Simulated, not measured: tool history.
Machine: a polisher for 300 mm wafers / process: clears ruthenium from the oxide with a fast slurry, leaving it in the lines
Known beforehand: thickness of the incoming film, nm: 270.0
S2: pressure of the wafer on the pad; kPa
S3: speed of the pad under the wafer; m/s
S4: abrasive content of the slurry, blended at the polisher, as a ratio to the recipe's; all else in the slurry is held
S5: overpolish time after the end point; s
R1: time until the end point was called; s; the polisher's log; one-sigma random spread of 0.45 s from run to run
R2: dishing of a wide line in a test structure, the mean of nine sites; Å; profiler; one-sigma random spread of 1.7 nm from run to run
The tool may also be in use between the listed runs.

{"run": 1, "hour": 0.0, "flow of slurry (ml/min)": 275, "S2": 16.5, "S3": 1.16, "S4": 1.0, "S5": 19, "R1": 71.619, "R2": 537.2}
{"run": 2, "hour": 1.4, "flow of slurry (ml/min)": 275, "S2": 17.2, "S3": 1.16, "S4": 1.0, "S5": 20, "R1": 70.076, "R2": 575.94}
{"run": 3, "hour": 8.7, "flow of slurry (ml/min)": 275, "S2": 17.9, "S3": 1.16, "S4": 1.0, "S5": 20, "R1": 66.652, "R2": 578.08}
{"run": 4, "hour": 14.5, "flow of slurry (ml/min)": 275, "S2": 18.6, "S3": 1.16, "S4": 1.0, "S5": 21, "R1": 64.999, "R2": 640.21}
{"run": 5, "hour": 17.8, "flow of slurry (ml/min)": 275, "S2": 15.9, "S3": 1.16, "S4": 1.0, "S5": 21, "R1": 74.676, "R2": 555.88}
{"run": 6, "hour": 23.1, "flow of slurry (ml/min)": 275, "S2": 12.4, "S3": 1.16, "S4": 1.0, "S5": 21, "R1": 94.866, "R2": 471.43}
{"run": 7, "hour": 26.6, "flow of slurry (ml/min)": 275, "S2": 13.8, "S3": 1.16, "S4": 1.0, "S5": 21, "R1": 84.854, "R2": 498.77}
{"run": 8, "hour": 29.5, "flow of slurry (ml/min)": 280, "S2": 17.9, "S3": 1.18, "S4": 1.0, "S5": 26, "R1": 65.233, "R2": 692.0}

Run 9 is up next; what results do you expect?
{"run": 9, "hour": 33.6, "flow of slurry (ml/min)": 280, "S2": 18.6, "S3": 1.18, "S4": 1.0, "S5": 26, "R1": "?", "R2": "?"}

{"run 9": {"R1": 63.702, "R2": 716.62}}

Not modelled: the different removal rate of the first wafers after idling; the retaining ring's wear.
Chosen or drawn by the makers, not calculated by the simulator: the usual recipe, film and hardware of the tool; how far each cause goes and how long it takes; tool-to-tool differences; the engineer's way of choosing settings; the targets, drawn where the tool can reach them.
